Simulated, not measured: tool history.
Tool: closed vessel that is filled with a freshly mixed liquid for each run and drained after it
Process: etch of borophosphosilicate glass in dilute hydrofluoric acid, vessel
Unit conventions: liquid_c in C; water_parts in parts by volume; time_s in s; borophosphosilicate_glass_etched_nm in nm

run,hour,liquid_c,water_parts,time_s,borophosphosilicate_glass_etched_nm
1,0.0,22.0,275,30,5.0086
2,9.2,22.0,275,30,5.0202
3,15.0,19.5,275,30,4.5623
4,21.7,19.5,365,30,3.1914
5,27.7,21.5,365,30,3.4336
6,31.7,21.5,265,30,5.1804

Run 7 has not been measured yet. What should we expect?
7,40.4,17.5,375,30,?

{"run 7": {"borophosphosilicate_glass_etched_nm": 2.8578}}

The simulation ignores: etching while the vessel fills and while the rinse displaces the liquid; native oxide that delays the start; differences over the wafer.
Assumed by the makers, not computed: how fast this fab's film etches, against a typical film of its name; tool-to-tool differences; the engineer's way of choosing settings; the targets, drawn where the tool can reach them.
